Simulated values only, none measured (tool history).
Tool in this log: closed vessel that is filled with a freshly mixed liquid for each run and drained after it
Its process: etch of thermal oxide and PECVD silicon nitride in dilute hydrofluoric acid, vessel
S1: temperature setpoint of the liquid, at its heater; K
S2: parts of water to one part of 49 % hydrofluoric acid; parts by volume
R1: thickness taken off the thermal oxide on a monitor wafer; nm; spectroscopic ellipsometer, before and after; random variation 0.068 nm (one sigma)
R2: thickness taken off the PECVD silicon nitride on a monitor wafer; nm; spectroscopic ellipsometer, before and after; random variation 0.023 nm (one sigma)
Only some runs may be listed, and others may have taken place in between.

Run 1, hour 0: S1 296.15 K, S2 215 parts by volume, time in the liquid (s) 615. Result: R1 10.975 nm, R2 4.6567 nm.
Run 2, hour 4.9: S1 296.15 K, S2 155 parts by volume, time in the liquid (s) 615. Result: R1 16.401 nm, R2 6.4544 nm.
Run 3, hour 7.3: S1 296.15 K, S2 155 parts by volume, time in the liquid (s) 455. Result: R1 11.933 nm, R2 4.7028 nm.
Run 4, hour 12.4: S1 297.15 K, S2 175 parts by volume, time in the liquid (s) 470. Result: R1 11.233 nm, R2 4.6105 nm.
Run 5, hour 18.3: S1 297.65 K, S2 190 parts by volume, time in the liquid (s) 485. Result: R1 10.752 nm, R2 4.5622 nm.
Run 6, hour 22.5: S1 297.65 K, S2 190 parts by volume, time in the liquid (s) 365. Result: R1 7.971 nm, R2 3.4202 nm.
Run 7, hour 31.3: S1 298.65 K, S2 185 parts by volume, time in the liquid (s) 360. Result: R1 8.5041 nm, R2 3.6805 nm.

Run 8 is up next; what results do you expect?
Run 8, hour 34.4: S1 299.65 K, S2 180 parts by volume, time in the liquid (s) 360. Result: R1 ?, R2 ?.

{"run 8": {"R1": 9.1104, "R2": 4.0837}}
